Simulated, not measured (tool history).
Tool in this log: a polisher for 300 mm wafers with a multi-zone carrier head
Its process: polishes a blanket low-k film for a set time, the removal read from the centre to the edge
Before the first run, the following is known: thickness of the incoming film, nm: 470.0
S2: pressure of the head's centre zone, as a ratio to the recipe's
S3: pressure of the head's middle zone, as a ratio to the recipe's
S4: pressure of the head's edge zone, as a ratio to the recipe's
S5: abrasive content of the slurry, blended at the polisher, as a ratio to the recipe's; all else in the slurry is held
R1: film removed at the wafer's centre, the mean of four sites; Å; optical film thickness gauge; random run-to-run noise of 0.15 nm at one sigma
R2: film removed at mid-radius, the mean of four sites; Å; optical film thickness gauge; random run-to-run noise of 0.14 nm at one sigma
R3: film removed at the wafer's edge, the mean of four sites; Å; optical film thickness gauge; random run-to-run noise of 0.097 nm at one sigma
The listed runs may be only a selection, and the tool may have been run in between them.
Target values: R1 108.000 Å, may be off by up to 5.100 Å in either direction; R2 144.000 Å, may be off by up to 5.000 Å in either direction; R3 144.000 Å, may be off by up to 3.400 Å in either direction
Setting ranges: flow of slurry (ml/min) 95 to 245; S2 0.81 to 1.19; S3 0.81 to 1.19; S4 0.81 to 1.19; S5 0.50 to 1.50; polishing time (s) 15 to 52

Run 1, hour 0.0: flow of slurry (ml/min) 155, S2 1.00, S3 1.00, S4 1.00, S5 1.00, polishing time (s) 33. Result: R1 87.273 Å, R2 90.600 Å, R3 93.768 Å.
Run 2, hour 0.7: flow of slurry (ml/min) 165, S2 0.96, S3 1.03, S4 1.05, S5 1.15, polishing time (s) 34. Result: R1 90.834 Å, R2 104.220 Å, R3 105.370 Å.
Run 3, hour 9.4: flow of slurry (ml/min) 165, S2 0.96, S3 1.03, S4 1.05, S5 1.05, polishing time (s) 34. Result: R1 88.165 Å, R2 97.861 Å, R3 100.260 Å.
Run 4, hour 12.2: flow of slurry (ml/min) 165, S2 0.94, S3 1.04, S4 1.08, S5 1.15, polishing time (s) 35. Result: R1 92.461 Å, R2 105.910 Å, R3 108.240 Å.
Run 5, hour 18.1: flow of slurry (ml/min) 165, S2 0.94, S3 1.04, S4 1.02, S5 1.15, polishing time (s) 35. Result: R1 91.755 Å, R2 107.100 Å, R3 106.490 Å.
Run 6, hour 21.1: flow of slurry (ml/min) 170, S2 0.92, S3 1.05, S4 1.05, S5 1.25, polishing time (s) 36. Result: R1 98.883 Å, R2 115.310 Å, R3 112.940 Å.
Run 7, hour 29.8: flow of slurry (ml/min) 155, S2 0.89, S3 1.06, S4 1.09, S5 1.30, polishing time (s) 38. Result: R1 96.103 Å, R2 120.160 Å, R3 121.920 Å.
Run 8, hour 34.3: flow of slurry (ml/min) 165, S2 0.87, S3 1.07, S4 1.12, S5 1.35, polishing time (s) 38. Result: R1 101.040 Å, R2 124.600 Å, R3 125.620 Å.
Run 9, hour 36.7: flow of slurry (ml/min) 165, S2 0.85, S3 1.08, S4 1.13, S5 1.40, polishing time (s) 39. Result: R1 101.710 Å, R2 128.380 Å, R3 131.090 Å.
Run 10, hour 42.8: flow of slurry (ml/min) 165, S2 0.84, S3 1.09, S4 1.14, S5 1.45, polishing time (s) 40. Result: R1 102.450 Å, R2 136.510 Å, R3 135.720 Å.
Run 11, hour 44.0: flow of slurry (ml/min) 170, S2 0.84, S3 1.09, S4 1.15, S5 1.45, polishing time (s) 40. Result: R1 103.990 Å, R2 136.400 Å, R3 136.940 Å.

Consider the 5 candidate settings below. Which is the only one whose results all fall within their allowed miss of target?
Run A, hour 45.2: flow of slurry (ml/min) 140, S2 0.88, S3 1.00, S4 1.19, S5 1.45, polishing time (s) 43. Result: R1 ?, R2 ?, R3 ?.
Run B, hour 45.2: flow of slurry (ml/min) 155, S2 0.87, S3 1.12, S4 1.06, S5 1.50, polishing time (s) 41. Result: R1 ?, R2 ?, R3 ?.
Run C, hour 45.2: flow of slurry (ml/min) 180, S2 0.85, S3 1.09, S4 1.19, S5 1.30, polishing time (s) 43. Result: R1 ?, R2 ?, R3 ?.
Run D, hour 45.2: flow of slurry (ml/min) 210, S2 0.96, S3 1.13, S4 1.09, S5 1.40, polishing time (s) 37. Result: R1 ?, R2 ?, R3 ?.
Run E, hour 45.2: flow of slurry (ml/min) 195, S2 0.90, S3 1.03, S4 1.18, S5 1.45, polishing time (s) 43. Result: R1 ?, R2 ?, R3 ?.

move       R1       R2       R3
   A  106.390  133.260  143.330
   B  104.740  145.430  135.390
   C  106.530  147.190  144.030
   D  110.310  138.300  126.300
   E  119.400  148.050  150.980
A: the furthest-off result lands on target, but another misses its tolerance
B: further off than the last run
C: all results land within tolerance of their targets
D: further off than the last run
E: carries the result that was furthest off beyond its target, to the other side
Go with C: it meets all targets.
